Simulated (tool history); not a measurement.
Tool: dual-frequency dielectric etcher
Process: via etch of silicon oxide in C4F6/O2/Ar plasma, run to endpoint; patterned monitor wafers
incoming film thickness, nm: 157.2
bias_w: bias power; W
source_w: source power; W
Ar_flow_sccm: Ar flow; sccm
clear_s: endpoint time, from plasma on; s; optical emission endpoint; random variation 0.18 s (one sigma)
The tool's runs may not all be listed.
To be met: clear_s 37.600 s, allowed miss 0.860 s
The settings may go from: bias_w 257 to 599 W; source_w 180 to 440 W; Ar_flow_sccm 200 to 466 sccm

run 1 hour=0.0 | bias_w=428 source_w=310 Ar_flow_sccm=333 | clear_s=42.078
run 2 hour=4.7 | bias_w=451 source_w=310 Ar_flow_sccm=332 | clear_s=41.892
run 3 hour=11.7 | bias_w=471 source_w=320 Ar_flow_sccm=329 | clear_s=40.583
run 4 hour=17.9 | bias_w=488 source_w=320 Ar_flow_sccm=328 | clear_s=40.153
run 5 hour=25.8 | bias_w=534 source_w=320 Ar_flow_sccm=328 | clear_s=38.981
run 6 hour=29.0 | bias_w=534 source_w=290 Ar_flow_sccm=328 | clear_s=39.824
run 7 hour=29.9 | bias_w=545 source_w=290 Ar_flow_sccm=326 | clear_s=39.616
run 8 hour=36.2 | bias_w=555 source_w=290 Ar_flow_sccm=324 | clear_s=39.120
run 9 hour=45.1 | bias_w=563 source_w=290 Ar_flow_sccm=323 | clear_s=38.808
run 10 hour=50.4 | bias_w=569 source_w=290 Ar_flow_sccm=322 | clear_s=38.829
run 11 hour=51.1 | bias_w=575 source_w=290 Ar_flow_sccm=321 | clear_s=38.710
run 12 hour=53.7 | bias_w=580 source_w=290 Ar_flow_sccm=320 | clear_s=38.943

5 next moves are on the table. One of them brings every result within its allowed miss. Which?
run A hour=56.3 | bias_w=583 source_w=240 Ar_flow_sccm=305 | clear_s=?
run B hour=56.3 | bias_w=531 source_w=290 Ar_flow_sccm=329 | clear_s=?
run C hour=56.3 | bias_w=599 source_w=310 Ar_flow_sccm=348 | clear_s=?
run D hour=56.3 | bias_w=530 source_w=300 Ar_flow_sccm=384 | clear_s=?
run E hour=56.3 | bias_w=509 source_w=310 Ar_flow_sccm=325 | clear_s=?

move=A clear_s=39.911
move=B clear_s=39.736
move=C clear_s=37.507
move=D clear_s=39.925
move=E clear_s=39.656
A: further off than the last run
B: further off than the last run
C: meets every target
D: further off than the last run
E: further off than the last run
Answer: C
